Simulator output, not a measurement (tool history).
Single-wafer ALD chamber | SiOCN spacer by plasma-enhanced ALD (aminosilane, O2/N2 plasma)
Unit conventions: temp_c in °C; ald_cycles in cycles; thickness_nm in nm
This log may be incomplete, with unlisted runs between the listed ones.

run 1 hour=0 | temp_c=400 ald_cycles=49 | thickness_nm=3.093
run 2 hour=4.3 | temp_c=401 ald_cycles=48 | thickness_nm=3.0031
run 3 hour=11.9 | temp_c=402 ald_cycles=47 | thickness_nm=2.9294
run 4 hour=15.7 | temp_c=403 ald_cycles=46 | thickness_nm=2.8211
run 5 hour=24.2 | temp_c=405 ald_cycles=46 | thickness_nm=2.8145
run 6 hour=25.6 | temp_c=396 ald_cycles=46 | thickness_nm=2.8963
-- hour=32 thermocouple changed; heater temperature recalibrated
run 7 hour=32 | temp_c=398 ald_cycles=46 | thickness_nm=2.9019
run 8 hour=34.7 | temp_c=401 ald_cycles=46 | thickness_nm=2.8987

Run 9 comes next. What will it give?
run 9 hour=41.6 | temp_c=403 ald_cycles=45 | thickness_nm=?

{"run 9": {"thickness_nm": 2.7947}}
